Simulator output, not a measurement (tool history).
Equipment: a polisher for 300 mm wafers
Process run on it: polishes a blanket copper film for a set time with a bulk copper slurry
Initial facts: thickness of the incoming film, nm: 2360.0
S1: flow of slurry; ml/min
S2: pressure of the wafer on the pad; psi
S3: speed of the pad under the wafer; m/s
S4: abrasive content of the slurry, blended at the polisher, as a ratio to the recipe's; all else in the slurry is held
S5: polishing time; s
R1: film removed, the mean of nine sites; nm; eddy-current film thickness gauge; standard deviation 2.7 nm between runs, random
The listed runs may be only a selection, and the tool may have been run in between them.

run	hour	S1	S2	S3	S4	S5	R1
1	0	265	2.8	1.2	1	23	268.99
2	5.5	265	2.8	1.2	1	23	271
3	13.3	265	2.8	1.2	1.2	23	268.33
4	20.8	265	2.8	1.46	1.2	23	313.86
5	29.1	265	2.8	1.46	1.2	21	296.36
6	37.7	235	2.8	1.46	1.2	21	291.23
7	39.2	235	2.7	1.46	1.2	21	280.66
# hour 44.1: slurry nozzle cleaned
8	44.1	235	2.6	1.46	1.2	21	277.13

The next listed run, before its measurement:
9	49.3	235	2.5	1.46	1.2	21	?

{"run 9": {"R1": 273.36}}
